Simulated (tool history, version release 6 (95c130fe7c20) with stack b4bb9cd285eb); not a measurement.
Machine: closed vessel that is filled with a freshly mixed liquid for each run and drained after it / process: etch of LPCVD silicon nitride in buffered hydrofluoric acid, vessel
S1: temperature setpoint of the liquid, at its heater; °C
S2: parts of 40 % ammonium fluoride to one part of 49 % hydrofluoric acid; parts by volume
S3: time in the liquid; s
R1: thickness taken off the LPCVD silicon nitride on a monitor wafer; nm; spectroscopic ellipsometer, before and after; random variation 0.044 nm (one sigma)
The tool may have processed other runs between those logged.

run,hour,S1,S2,S3,R1
1,0.0,25.0,7.0,270,5.0165
2,6.0,23.5,7.0,270,4.6339
3,8.1,23.5,8.5,270,3.7511
4,17.5,23.5,7.5,270,4.2835
5,20.9,23.5,8.5,270,3.7409
6,23.5,24.5,8.0,270,4.2578
7,31.0,25.5,8.0,270,4.4694
8,32.5,26.5,8.0,270,4.7412
9,33.8,27.0,8.0,270,4.7982
10,38.1,27.5,7.5,270,5.3265
11,45.4,28.0,7.5,270,5.4643

Forecast run 12:
12,51.5,28.5,7.5,270,?

Logged for run 12: R1 5.6074 nm.

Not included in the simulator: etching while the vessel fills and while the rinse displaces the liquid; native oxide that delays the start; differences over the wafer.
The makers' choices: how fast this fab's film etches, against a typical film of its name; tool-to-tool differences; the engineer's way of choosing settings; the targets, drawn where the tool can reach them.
